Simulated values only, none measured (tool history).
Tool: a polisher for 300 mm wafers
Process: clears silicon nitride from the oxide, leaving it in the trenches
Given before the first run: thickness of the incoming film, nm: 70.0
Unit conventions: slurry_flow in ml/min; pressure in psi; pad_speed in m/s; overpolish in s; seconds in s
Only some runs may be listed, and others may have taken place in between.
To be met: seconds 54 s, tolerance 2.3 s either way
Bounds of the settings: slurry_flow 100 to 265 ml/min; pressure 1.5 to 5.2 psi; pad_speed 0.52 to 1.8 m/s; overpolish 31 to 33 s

{"run": 1, "hour": 0.0, "slurry_flow": 170, "pressure": 3.3, "pad_speed": 1.16, "overpolish": 31, "seconds": 68.209}
{"run": 2, "hour": 6.8, "slurry_flow": 205, "pressure": 3.3, "pad_speed": 1.16, "overpolish": 31, "seconds": 68.02}
{"run": 3, "hour": 15.3, "slurry_flow": 205, "pressure": 3.5, "pad_speed": 1.16, "overpolish": 31, "seconds": 65.122}
{"run": 4, "hour": 20.6, "slurry_flow": 205, "pressure": 3.5, "pad_speed": 1.32, "overpolish": 31, "seconds": 56.936}
{"run": 5, "hour": 21.3, "slurry_flow": 180, "pressure": 3.5, "pad_speed": 1.32, "overpolish": 31, "seconds": 57.319}
{"run": 6, "hour": 26.8, "slurry_flow": 180, "pressure": 3.5, "pad_speed": 1.32, "overpolish": 33, "seconds": 59.051}
{"run": 7, "hour": 34.4, "slurry_flow": 180, "pressure": 3.6, "pad_speed": 1.32, "overpolish": 33, "seconds": 57.022}
{"run": 8, "hour": 43.2, "slurry_flow": 180, "pressure": 3.6, "pad_speed": 1.32, "overpolish": 33, "seconds": 56.43}

Exactly one of the 4 candidate moves below puts every result within its allowed miss. Which one?
{"run": "A", "hour": 52.0, "slurry_flow": 175, "pressure": 3.7, "pad_speed": 1.24, "overpolish": 33, "seconds": "?"}
{"run": "B", "hour": 52.0, "slurry_flow": 205, "pressure": 3.8, "pad_speed": 1.3, "overpolish": 33, "seconds": "?"}
{"run": "C", "hour": 52.0, "slurry_flow": 155, "pressure": 4, "pad_speed": 1.14, "overpolish": 33, "seconds": "?"}
{"run": "D", "hour": 52.0, "slurry_flow": 195, "pressure": 3.3, "pad_speed": 1.36, "overpolish": 32, "seconds": "?"}

move=A seconds=59.619
move=B seconds=54.651
move=C seconds=61.485
move=D seconds=59.198
A: moves away from the targets compared with the last run
B: all results in spec
C: moves away from the targets compared with the last run
D: moves away from the targets compared with the last run
Correct choice: B, which meets every target
